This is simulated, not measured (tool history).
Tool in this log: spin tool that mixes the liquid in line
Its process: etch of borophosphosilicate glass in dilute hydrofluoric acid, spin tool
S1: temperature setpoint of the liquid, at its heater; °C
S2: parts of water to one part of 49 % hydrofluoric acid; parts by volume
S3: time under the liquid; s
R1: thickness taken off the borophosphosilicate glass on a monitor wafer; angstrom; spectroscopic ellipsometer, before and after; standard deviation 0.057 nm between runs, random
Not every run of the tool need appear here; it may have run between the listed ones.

run    day    S1   S2  S3      R1
  1  0.000  24.0  270  95  261.67
  2  0.067  23.5  275  95  252.30
  3  0.092  23.5  275  75  199.69
  4  0.396  23.5  275  95  249.65
  5  0.496  25.5  275  95  268.22
  6  0.729  25.5  275  95  271.05
  7  0.754  24.5  280  95  254.94
  8  0.962  24.0  285  95  245.53
  9  1.175  23.5  290  95  236.32
 10  1.321  23.0  295  95  226.09
 11  1.467  22.5  300  95  217.95
 12  1.508  22.0  305  95  208.77
 13  1.883  21.5  305  95  205.37
 14  2.071  21.0  305  95  201.61

Predict the results of run 15:
 15  2.212  20.5  305  95   ?

R1: 197.57 angstrom

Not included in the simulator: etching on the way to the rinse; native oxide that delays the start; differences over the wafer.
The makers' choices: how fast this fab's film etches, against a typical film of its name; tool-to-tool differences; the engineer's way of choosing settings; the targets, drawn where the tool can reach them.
